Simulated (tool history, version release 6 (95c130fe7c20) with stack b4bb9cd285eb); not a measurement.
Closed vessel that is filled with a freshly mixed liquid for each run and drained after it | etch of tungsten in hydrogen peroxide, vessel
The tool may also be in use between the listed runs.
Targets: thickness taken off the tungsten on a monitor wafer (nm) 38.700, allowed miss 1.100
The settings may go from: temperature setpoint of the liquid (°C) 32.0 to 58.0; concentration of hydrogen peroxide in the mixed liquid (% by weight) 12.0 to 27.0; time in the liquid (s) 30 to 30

| run | day | temperature setpoint of the liquid (°C) | concentration of hydrogen peroxide in the mixed liquid (% by weight) | time in the liquid (s) | thickness taken off the tungsten on a monitor wafer (nm) |
|---|---|---|---|---|---|
| 1 | 0.000 | 42.0 | 18.0 | 30 | 33.824 |
| 2 | 0.142 | 46.5 | 18.0 | 30 | 44.784 |
| 3 | 0.225 | 46.5 | 18.0 | 30 | 44.965 |
| 4 | 0.267 | 46.5 | 18.0 | 30 | 44.923 |
| 5 | 0.575 | 46.5 | 21.5 | 30 | 49.214 |
| 6 | 0.733 | 45.5 | 21.5 | 30 | 46.376 |
| 7 | 1.038 | 45.0 | 21.5 | 30 | 44.850 |
| 8 | 1.379 | 44.5 | 21.5 | 30 | 43.224 |

Which of these 5 next moves meets every target?
| A | 1.721 | 45.5 | 17.0 | 30 | ? |
| B | 1.721 | 43.0 | 23.0 | 30 | ? |
| C | 1.721 | 44.5 | 19.0 | 30 | ? |
| D | 1.721 | 43.5 | 19.5 | 30 | ? |
| E | 1.721 | 46.0 | 17.0 | 30 | ? |

| move | thickness taken off the tungsten on a monitor wafer (nm) |
|---|---|
| A | 41.226 |
| B | 40.929 |
| C | 40.921 |
| D | 38.907 |
| E | 42.541 |
A: nearer than the last run, and not there yet
B: nearer than the last run, and not there yet
C: nearer than the last run, and not there yet
D: meets every target
E: nearer than the last run, and not there yet
Answer: D
